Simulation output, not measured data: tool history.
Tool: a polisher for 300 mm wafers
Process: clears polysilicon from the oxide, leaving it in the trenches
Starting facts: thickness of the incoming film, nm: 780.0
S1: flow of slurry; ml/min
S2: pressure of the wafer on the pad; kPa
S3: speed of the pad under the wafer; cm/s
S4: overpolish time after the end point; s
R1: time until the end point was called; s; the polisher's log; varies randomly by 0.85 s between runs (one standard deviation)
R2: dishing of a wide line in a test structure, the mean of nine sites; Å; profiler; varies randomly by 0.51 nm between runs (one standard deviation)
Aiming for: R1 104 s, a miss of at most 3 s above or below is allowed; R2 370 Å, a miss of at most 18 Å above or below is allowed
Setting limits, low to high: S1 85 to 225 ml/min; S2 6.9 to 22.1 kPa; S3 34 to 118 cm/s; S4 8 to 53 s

{"run": 1, "hour": 0.0, "S1": 145, "S2": 14.5, "S3": 76, "S4": 27, "R1": 80.996, "R2": 584.77}
{"run": 2, "hour": 0.9, "S1": 160, "S2": 14.5, "S3": 76, "S4": 27, "R1": 81.207, "R2": 588.26}
{"run": 3, "hour": 1.9, "S1": 140, "S2": 13.8, "S3": 76, "S4": 23, "R1": 86.636, "R2": 580.65}
{"run": 4, "hour": 7.6, "S1": 145, "S2": 13.8, "S3": 74, "S4": 19, "R1": 88.741, "R2": 556.98}
{"run": 5, "hour": 10.6, "S1": 165, "S2": 13.8, "S3": 70, "S4": 16, "R1": 89.246, "R2": 538.99}
{"run": 6, "hour": 16.1, "S1": 180, "S2": 13.8, "S3": 64, "S4": 14, "R1": 95.324, "R2": 506.09}
{"run": 7, "hour": 20.6, "S1": 190, "S2": 14.5, "S3": 56, "S4": 13, "R1": 100.42, "R2": 481.89}
{"run": 8, "hour": 22.0, "S1": 200, "S2": 15.2, "S3": 50, "S4": 12, "R1": 105.01, "R2": 456.12}
{"run": 9, "hour": 30.7, "S1": 205, "S2": 15.9, "S3": 46, "S4": 11, "R1": 104.75, "R2": 440.98}
{"run": 10, "hour": 36.7, "S1": 210, "S2": 16.5, "S3": 44, "S4": 10, "R1": 105.78, "R2": 420.03}
{"run": 11, "hour": 39.6, "S1": 215, "S2": 17.2, "S3": 42, "S4": 10, "R1": 103.97, "R2": 409.11}
{"run": 12, "hour": 43.9, "S1": 215, "S2": 17.2, "S3": 42, "S4": 10, "R1": 103.54, "R2": 419.71}
{"run": 13, "hour": 46.6, "S1": 215, "S2": 17.9, "S3": 40, "S4": 10, "R1": 103.36, "R2": 421.98}
{"run": 14, "hour": 52.3, "S1": 215, "S2": 17.9, "S3": 38, "S4": 10, "R1": 107.55, "R2": 417.66}
{"run": 15, "hour": 58.5, "S1": 215, "S2": 18.6, "S3": 38, "S4": 10, "R1": 102.41, "R2": 418.31}

Consider the 5 candidate settings below. Which is the only one whose results all fall within their allowed miss of target?
{"run": "A", "hour": 64.7, "S1": 210, "S2": 20, "S3": 36, "S4": 14, "R1": "?", "R2": "?"}
{"run": "B", "hour": 64.7, "S1": 200, "S2": 17.2, "S3": 44, "S4": 14, "R1": "?", "R2": "?"}
{"run": "C", "hour": 64.7, "S1": 225, "S2": 20, "S3": 34, "S4": 8, "R1": "?", "R2": "?"}
{"run": "D", "hour": 64.7, "S1": 190, "S2": 17.9, "S3": 38, "S4": 15, "R1": "?", "R2": "?"}
{"run": "E", "hour": 64.7, "S1": 225, "S2": 19.3, "S3": 36, "S4": 13, "R1": "?", "R2": "?"}

move=A R1=100.43 R2=491.02
move=B R1=101.29 R2=489.46
move=C R1=103.27 R2=368.67
move=D R1=108.36 R2=489.75
move=E R1=102.88 R2=472.46
A: its largest miss is bigger than the last run's
B: its largest miss is bigger than the last run's
C: every result within its allowed miss
D: its largest miss is bigger than the last run's
E: its largest miss is bigger than the last run's
So the answer is move C, the one that meets all the targets.
